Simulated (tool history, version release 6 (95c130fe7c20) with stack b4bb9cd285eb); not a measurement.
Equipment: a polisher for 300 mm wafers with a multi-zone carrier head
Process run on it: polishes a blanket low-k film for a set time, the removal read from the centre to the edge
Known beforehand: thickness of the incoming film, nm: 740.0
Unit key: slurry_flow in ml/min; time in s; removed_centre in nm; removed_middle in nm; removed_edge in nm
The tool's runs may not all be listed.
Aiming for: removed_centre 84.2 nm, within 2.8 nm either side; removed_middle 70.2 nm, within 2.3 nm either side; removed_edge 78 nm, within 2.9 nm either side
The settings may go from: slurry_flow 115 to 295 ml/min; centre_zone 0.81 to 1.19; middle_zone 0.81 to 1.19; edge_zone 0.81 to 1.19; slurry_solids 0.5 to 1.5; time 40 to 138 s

| run | day | slurry_flow | centre_zone | middle_zone | edge_zone | slurry_solids | time | removed_centre | removed_middle | removed_edge |
|---|---|---|---|---|---|---|---|---|---|---|
| 1 | 0 | 190 | 1 | 1 | 1 | 1 | 88 | 51.401 | 50.256 | 51.109 |
| 2 | 0.212 | 195 | 1.02 | 1 | 1.02 | 1.05 | 89 | 54.775 | 52.678 | 54.053 |
| 3 | 0.275 | 195 | 1.02 | 1 | 1.02 | 1.05 | 77 | 47.398 | 45.292 | 46.699 |
| 4 | 0.529 | 195 | 1.02 | 1 | 1.02 | 1.05 | 64 | 40.634 | 38.172 | 38.233 |
| 5 | 0.854 | 170 | 1.02 | 1 | 1.02 | 1.05 | 64 | 39.104 | 37.171 | 38.236 |
| 6 | 1.025 | 175 | 1.04 | 1 | 1.04 | 1.1 | 68 | 43.431 | 41.224 | 42.612 |
| 7 | 1.188 | 185 | 1.06 | 0.99 | 1.06 | 1.15 | 71 | 48.039 | 43.257 | 45.279 |
| 8 | 1.308 | 180 | 1.07 | 0.99 | 1.07 | 1.2 | 75 | 51.937 | 47.252 | 48.617 |
| 9 | 1.488 | 230 | 1.13 | 0.89 | 1.17 | 1.45 | 100 | 81.474 | 63.506 | 74.832 |
| 10 | 1.858 | 235 | 1.13 | 0.9 | 1.17 | 1.45 | 100 | 81.312 | 63.962 | 75.854 |
| 11 | 2.138 | 240 | 1.13 | 0.91 | 1.17 | 1.45 | 100 | 82.343 | 64.723 | 76.667 |

Exactly one of the 5 candidate moves below puts every result within its allowed miss. Which one?
| A | 2.417 | 205 | 1.12 | 0.95 | 1.13 | 1.05 | 122 | ? | ? | ? |
| B | 2.417 | 240 | 1.19 | 0.95 | 1.13 | 1.25 | 110 | ? | ? | ? |
| C | 2.417 | 215 | 1.19 | 1.03 | 1.1 | 1.3 | 111 | ? | ? | ? |
| D | 2.417 | 200 | 1.06 | 0.85 | 1.13 | 1.45 | 107 | ? | ? | ? |
| E | 2.417 | 240 | 1.11 | 1.14 | 1.04 | 1.5 | 97 | ? | ? | ? |

| move | removed_centre | removed_middle | removed_edge |
|---|---|---|---|
| A | 83.655 | 69.183 | 77.872 |
| B | 89.02 | 69.262 | 77.711 |
| C | 90.575 | 75.483 | 78.293 |
| D | 81.117 | 64.621 | 79.896 |
| E | 79.543 | 77.262 | 71.426 |
A: each result inside its tolerance
B: brings the last run's worst result on target, with another outside its allowed miss
C: the result that was furthest off in the last run now lies on the other side of its target
D: about as far from the targets as the last run
E: the result that was furthest off in the last run now lies on the other side of its target
Move A is the one to make.
